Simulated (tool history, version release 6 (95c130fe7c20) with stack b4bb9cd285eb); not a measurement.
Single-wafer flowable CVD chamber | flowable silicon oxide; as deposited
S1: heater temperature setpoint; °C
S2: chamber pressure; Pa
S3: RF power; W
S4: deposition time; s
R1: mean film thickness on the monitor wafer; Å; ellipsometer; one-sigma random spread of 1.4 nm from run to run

| run | hour | S1 | S2 | S3 | S4 | R1 |
|---|---|---|---|---|---|---|
| 1 | 0.0 | 110 | 101.1 | 1820 | 674 | 2095.6 |
| 2 | 7.5 | 105 | 101.1 | 1820 | 674 | 2488.3 |
| 3 | 12.3 | 102 | 101.5 | 1820 | 674 | 2802.8 |
| 4 | 18.2 | 102 | 101.5 | 1725 | 674 | 2771.0 |
| 5 | 20.6 | 99 | 101.6 | 1725 | 674 | 3118.2 |
| 6 | 28.6 | 99 | 101.6 | 1725 | 674 | 3107.3 |
| 7 | 29.5 | 97 | 101.6 | 1725 | 674 | 3343.4 |

Run 8 comes next. What will it give?
| 8 | 35.8 | 95 | 101.6 | 1725 | 674 | ? |

R1: 3625.9 Å
